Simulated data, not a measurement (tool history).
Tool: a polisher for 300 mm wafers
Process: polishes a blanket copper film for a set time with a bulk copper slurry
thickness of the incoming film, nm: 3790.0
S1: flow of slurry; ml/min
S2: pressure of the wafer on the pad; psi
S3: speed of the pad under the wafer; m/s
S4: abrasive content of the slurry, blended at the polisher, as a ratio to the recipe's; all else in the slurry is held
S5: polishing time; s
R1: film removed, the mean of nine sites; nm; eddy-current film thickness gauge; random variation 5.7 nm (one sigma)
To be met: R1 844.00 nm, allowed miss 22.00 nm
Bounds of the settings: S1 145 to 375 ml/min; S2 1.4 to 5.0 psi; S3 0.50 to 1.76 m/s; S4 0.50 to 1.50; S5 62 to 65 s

run  hour   S1   S2    S3    S4  S5      R1
  1   0.0  240  3.2  1.12  1.00  62  660.23
  2   4.6  240  3.2  1.12  0.85  62  634.03
  3  10.6  240  2.5  1.12  0.85  62  541.15
  4  14.6  245  3.0  1.12  0.85  62  603.67
  5  19.8  245  3.4  1.12  0.85  62  662.67
  6  23.8  245  3.4  1.28  0.85  62  756.88
  7  25.5  245  3.5  1.28  0.85  62  780.50
  8  26.6  245  3.6  1.28  0.85  62  788.80

4 next moves are on the table. One of them brings every result within its allowed miss. Which?
  A  27.7  240  3.5  1.24  0.75  62   ?
  B  27.7  275  3.4  1.42  0.65  65   ?
  C  27.7  265  3.6  1.14  0.85  65   ?
  D  27.7  255  3.5  1.22  0.85  62   ?

move      R1
   A  722.54
   B  831.31
   C  742.39
   D  737.82
A: further off than the last run
B: meets every target
C: further off than the last run
D: further off than the last run
The right move is B.
